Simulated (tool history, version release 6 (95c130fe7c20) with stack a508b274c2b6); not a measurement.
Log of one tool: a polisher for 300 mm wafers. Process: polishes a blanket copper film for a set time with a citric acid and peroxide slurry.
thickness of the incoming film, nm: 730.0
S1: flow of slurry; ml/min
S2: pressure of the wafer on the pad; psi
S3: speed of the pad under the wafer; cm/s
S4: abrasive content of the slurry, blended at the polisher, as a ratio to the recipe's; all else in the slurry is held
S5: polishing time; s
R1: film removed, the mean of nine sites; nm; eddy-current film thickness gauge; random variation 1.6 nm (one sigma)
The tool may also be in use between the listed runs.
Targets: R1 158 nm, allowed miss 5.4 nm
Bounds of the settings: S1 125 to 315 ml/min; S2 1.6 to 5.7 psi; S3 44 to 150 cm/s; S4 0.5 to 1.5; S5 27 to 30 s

run,hour,S1,S2,S3,S4,S5,R1
1,0,205,3.6,96,1,30,82.623
2,2.8,205,3.8,96,1,30,85.132
3,10.7,205,3.8,74,1,30,70.746
4,14.7,205,4,78,1,30,76.342
5,18.8,205,4,78,1,27,68.031
6,23.7,205,4.2,82,1,27,72.403
7,24.6,205,4.3,88,1,27,77.316
8,28.6,205,4.4,94,1,27,85.268
# hour 32.2: worn pad replaced by a new one
9,32.2,205,4.5,98,1,27,95.779
10,37.1,205,4.5,98,1,27,93.608
11,40.5,205,4.6,100,1,27,98.456
12,43.4,205,4.7,102,1,27,101.83
13,50.8,215,5.7,122,1,27,134.27
14,56.2,215,5.7,124,1,27,140.76
15,58.2,215,5.7,126,1,27,139.01
16,66.7,215,5.7,128,1,27,140.71
17,70.8,215,5.7,128,1,27,144.74
18,72.9,215,5.7,134,1,27,149.83

Which of these 5 next moves meets every target?
A,75,315,4.8,132,0.85,29,?
B,75,205,5.3,124,1.05,29,?
C,75,215,5.3,126,1.15,27,?
D,75,275,5,142,1,27,?
E,75,175,5.7,134,1.1,28,?

move,R1
A,137.34
B,143.6
C,139.03
D,144.8
E,156.92
A: further off than the last run
B: further off than the last run
C: further off than the last run
D: further off than the last run
E: meets every target
Answer: E

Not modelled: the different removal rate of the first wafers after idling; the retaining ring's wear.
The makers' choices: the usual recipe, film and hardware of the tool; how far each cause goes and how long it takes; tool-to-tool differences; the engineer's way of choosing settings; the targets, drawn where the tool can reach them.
